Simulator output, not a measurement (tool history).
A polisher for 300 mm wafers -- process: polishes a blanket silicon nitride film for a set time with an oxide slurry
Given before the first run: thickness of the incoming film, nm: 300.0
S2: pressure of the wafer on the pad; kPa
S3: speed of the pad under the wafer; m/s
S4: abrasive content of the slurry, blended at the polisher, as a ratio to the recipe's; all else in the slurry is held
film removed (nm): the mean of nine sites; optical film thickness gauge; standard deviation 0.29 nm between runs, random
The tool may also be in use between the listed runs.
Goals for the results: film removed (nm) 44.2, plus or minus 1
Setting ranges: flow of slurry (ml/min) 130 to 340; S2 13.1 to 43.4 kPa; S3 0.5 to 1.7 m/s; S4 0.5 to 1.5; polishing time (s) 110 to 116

Run 1, hour 0: flow of slurry (ml/min) 220, S2 28.3 kPa, S3 1.1 m/s, S4 1, polishing time (s) 110. Result: film removed (nm) 71.587.
Run 2, hour 5.6: flow of slurry (ml/min) 210, S2 24.1 kPa, S3 1.1 m/s, S4 1, polishing time (s) 110. Result: film removed (nm) 61.177.
Run 3, hour 7.4: flow of slurry (ml/min) 210, S2 24.1 kPa, S3 1.1 m/s, S4 0.8, polishing time (s) 110. Result: film removed (nm) 55.172.
Run 4, hour 11: flow of slurry (ml/min) 210, S2 24.1 kPa, S3 1.24 m/s, S4 0.8, polishing time (s) 110. Result: film removed (nm) 59.607.
Run 5, hour 18.9: flow of slurry (ml/min) 210, S2 24.1 kPa, S3 1.24 m/s, S4 0.8, polishing time (s) 116. Result: film removed (nm) 63.125.
Run 6, hour 26.6: flow of slurry (ml/min) 210, S2 18.6 kPa, S3 1.24 m/s, S4 0.8, polishing time (s) 116. Result: film removed (nm) 49.116.
Run 7, hour 30.4: flow of slurry (ml/min) 210, S2 17.9 kPa, S3 1.24 m/s, S4 0.8, polishing time (s) 116. Result: film removed (nm) 47.473.
Run 8, hour 37.4: flow of slurry (ml/min) 210, S2 17.2 kPa, S3 1.24 m/s, S4 0.8, polishing time (s) 116. Result: film removed (nm) 45.284.

Exactly one of the 5 candidate moves below puts every result within its allowed miss. Which one?
Run A, hour 44.4: flow of slurry (ml/min) 225, S2 15.9 kPa, S3 1.44 m/s, S4 0.85, polishing time (s) 111. Result: film removed (nm) ?.
Run B, hour 44.4: flow of slurry (ml/min) 210, S2 17.2 kPa, S3 1.42 m/s, S4 0.7, polishing time (s) 116. Result: film removed (nm) ?.
Run C, hour 44.4: flow of slurry (ml/min) 215, S2 18.6 kPa, S3 1.24 m/s, S4 0.8, polishing time (s) 110. Result: film removed (nm) ?.
Run D, hour 44.4: flow of slurry (ml/min) 190, S2 19.3 kPa, S3 1.42 m/s, S4 0.55, polishing time (s) 115. Result: film removed (nm) ?.
Run E, hour 44.4: flow of slurry (ml/min) 215, S2 19.3 kPa, S3 1.18 m/s, S4 0.8, polishing time (s) 110. Result: film removed (nm) ?.

move  film removed (nm)
   A             46.604
   B             46.672
   C             46.563
   D             44.112
   E             46.512
A: lands further from the targets than the last run did
B: lands further from the targets than the last run did
C: lands further from the targets than the last run did
D: every result within its allowed miss
E: lands further from the targets than the last run did
D meets every target.

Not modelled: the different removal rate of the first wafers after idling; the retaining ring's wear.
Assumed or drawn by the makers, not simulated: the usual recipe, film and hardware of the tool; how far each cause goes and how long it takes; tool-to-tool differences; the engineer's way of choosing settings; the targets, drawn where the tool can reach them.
